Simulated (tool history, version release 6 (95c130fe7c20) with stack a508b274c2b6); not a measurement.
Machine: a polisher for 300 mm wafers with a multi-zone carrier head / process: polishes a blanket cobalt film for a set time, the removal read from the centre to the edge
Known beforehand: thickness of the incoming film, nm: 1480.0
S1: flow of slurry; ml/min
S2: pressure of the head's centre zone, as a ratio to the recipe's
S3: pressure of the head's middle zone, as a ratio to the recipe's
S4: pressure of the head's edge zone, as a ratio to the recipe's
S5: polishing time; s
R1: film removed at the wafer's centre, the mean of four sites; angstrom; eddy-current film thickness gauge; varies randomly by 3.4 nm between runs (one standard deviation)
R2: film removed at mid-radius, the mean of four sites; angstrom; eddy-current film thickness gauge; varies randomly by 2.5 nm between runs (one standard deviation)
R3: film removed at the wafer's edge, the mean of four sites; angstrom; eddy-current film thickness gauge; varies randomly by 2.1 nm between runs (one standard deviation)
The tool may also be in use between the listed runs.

run	day	S1	S2	S3	S4	S5	R1	R2	R3
1	0	190	1	1	1	74	3769.8	3789.2	3681.5
2	0.288	190	1	0.99	0.98	72	3681.2	3612.9	3566.3
3	0.567	190	0.93	0.99	0.98	72	3422.3	3661.6	3507.7
4	0.7	190	0.94	0.98	0.96	70	3378.1	3521.7	3397.4
5	1.071	190	0.94	0.93	0.96	70	3389.2	3350.5	3410.2
6	1.233	190	0.94	0.93	0.95	68	3277.1	3329.9	3351
7	1.321	190	0.95	0.93	0.94	66	3281.7	3139.3	3189.2
8	1.4	185	0.95	0.93	0.93	65	3075.7	3118.9	3077.1
9	1.762	180	0.96	0.92	0.92	65	3141.8	3096	3117.9
10	1.988	185	0.96	0.92	0.91	64	3145.2	3071	3031
11	2.142	180	0.96	0.91	0.9	63	3077.9	2903.8	2930.5
12	2.175	175	0.96	0.91	0.89	63	3074.3	2967.6	2948.5
13	2.354	175	0.96	0.91	0.88	62	3001.7	2908.3	2878.2
14	2.617	175	0.96	0.91	0.87	61	3003.2	2831.7	2813.2
15	2.742	170	0.96	0.91	0.86	61	2876.2	2821.5	2818
16	2.862	170	0.97	0.91	0.85	60	2941.9	2788.6	2723.7

For run 17, what comes out?
17	2.967	165	0.97	0.91	0.85	60	?	?	?

R1: 2914.1 angstrom
R2: 2771.5 angstrom
R3: 2715.1 angstrom
